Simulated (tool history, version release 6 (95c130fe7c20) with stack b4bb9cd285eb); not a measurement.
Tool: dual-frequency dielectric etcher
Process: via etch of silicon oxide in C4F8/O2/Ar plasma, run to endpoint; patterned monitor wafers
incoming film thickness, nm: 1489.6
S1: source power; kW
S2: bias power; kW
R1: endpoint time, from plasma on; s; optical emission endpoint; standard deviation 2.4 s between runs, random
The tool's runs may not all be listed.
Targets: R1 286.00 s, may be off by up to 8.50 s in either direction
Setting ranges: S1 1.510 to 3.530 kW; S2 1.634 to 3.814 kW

run	day	S1	S2	R1
1	0.000	2.520	2.724	225.71
2	0.042	2.150	2.724	249.16
3	0.150	2.150	3.202	239.11
4	0.383	1.720	3.202	264.30
5	0.600	2.050	3.202	245.87
6	0.875	1.950	3.134	250.37
7	1.121	1.870	3.056	259.71
8	1.346	1.810	3.034	259.82
# day 1.596: bias power generator calibrated
9	1.596	1.760	2.940	268.59
10	1.629	1.720	2.927	275.00
11	1.850	1.700	2.921	275.75
12	1.958	1.700	2.921	273.89
13	2.033	1.670	2.913	272.95

Exercise: of the 5 proposed moves below, exactly one satisfies all targets within the stated allowed misses. Which move is it?
A	2.108	1.870	2.986	?
B	2.108	1.940	3.059	?
C	2.108	2.000	2.912	?
D	2.108	1.540	2.984	?
E	2.108	1.850	2.640	?

move	R1
A	259.76
B	252.87
C	252.21
D	290.37
E	270.38
A: the biggest miss grows against the last run
B: the biggest miss grows against the last run
C: the biggest miss grows against the last run
D: all results land within tolerance of their targets
E: the biggest miss grows against the last run
Go with D: it meets all targets.

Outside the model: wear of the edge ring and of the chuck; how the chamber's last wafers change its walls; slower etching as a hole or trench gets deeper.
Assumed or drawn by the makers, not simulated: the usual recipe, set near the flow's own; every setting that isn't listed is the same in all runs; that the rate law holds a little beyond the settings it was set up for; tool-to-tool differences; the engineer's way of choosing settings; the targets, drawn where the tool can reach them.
